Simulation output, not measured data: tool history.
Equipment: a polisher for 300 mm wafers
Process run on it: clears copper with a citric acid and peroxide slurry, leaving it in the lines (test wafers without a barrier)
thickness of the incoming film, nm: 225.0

run	hour	flow of slurry (ml/min)	pressure of the wafer on the pad (psi)	speed of the pad under the wafer (cm/s)	abrasive content of the slurry	overpolish time after the end point (s)	time until the end point was called (s)	dishing of a wide line in a test structure (nm)
1	0.0	205	2.8	102	1.0	14	133.80	17.953
2	9.0	205	2.8	102	1.0	19	133.77	24.282
3	15.4	205	2.8	80	1.0	19	171.71	19.116
4	21.0	205	2.8	88	1.0	19	153.14	20.710
5	24.9	210	3.1	88	1.0	17	141.17	20.710
6	27.2	210	3.1	88	1.0	21	139.90	25.489
7	35.0	215	3.4	88	1.0	19	126.43	25.478
8	41.2	220	3.6	88	1.0	17	120.30	24.383

Run 9 is up next; what results do you expect?
9	44.5	220	3.8	88	1.0	16	?	?

Logged for run 9: time until the end point was called (s) 110.69, dishing of a wide line in a test structure (nm) 24.120.
